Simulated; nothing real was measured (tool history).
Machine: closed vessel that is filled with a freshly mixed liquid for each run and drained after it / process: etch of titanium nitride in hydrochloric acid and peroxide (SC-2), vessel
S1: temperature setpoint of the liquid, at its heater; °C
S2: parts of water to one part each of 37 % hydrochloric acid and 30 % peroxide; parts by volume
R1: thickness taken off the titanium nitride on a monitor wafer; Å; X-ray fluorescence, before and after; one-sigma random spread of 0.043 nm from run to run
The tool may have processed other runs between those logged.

run 1 day=0 | S1=53 S2=8 time_in_the_liquid_(s)=225 | R1=152.99
run 2 day=0.175 | S1=53 S2=5.5 time_in_the_liquid_(s)=225 | R1=204.99
run 3 day=0.471 | S1=50 S2=5.5 time_in_the_liquid_(s)=225 | R1=166.39
run 4 day=0.55 | S1=50 S2=5.5 time_in_the_liquid_(s)=175 | R1=130.03
run 5 day=0.721 | S1=49 S2=5.5 time_in_the_liquid_(s)=175 | R1=121.01
run 6 day=0.971 | S1=49 S2=4.5 time_in_the_liquid_(s)=175 | R1=139.64
run 7 day=1.262 | S1=48 S2=4.5 time_in_the_liquid_(s)=175 | R1=130.29

Predict the results of run 8:
run 8 day=1.612 | S1=47 S2=4.5 time_in_the_liquid_(s)=175 | R1=?

{"run 8": {"R1": 123.36}}

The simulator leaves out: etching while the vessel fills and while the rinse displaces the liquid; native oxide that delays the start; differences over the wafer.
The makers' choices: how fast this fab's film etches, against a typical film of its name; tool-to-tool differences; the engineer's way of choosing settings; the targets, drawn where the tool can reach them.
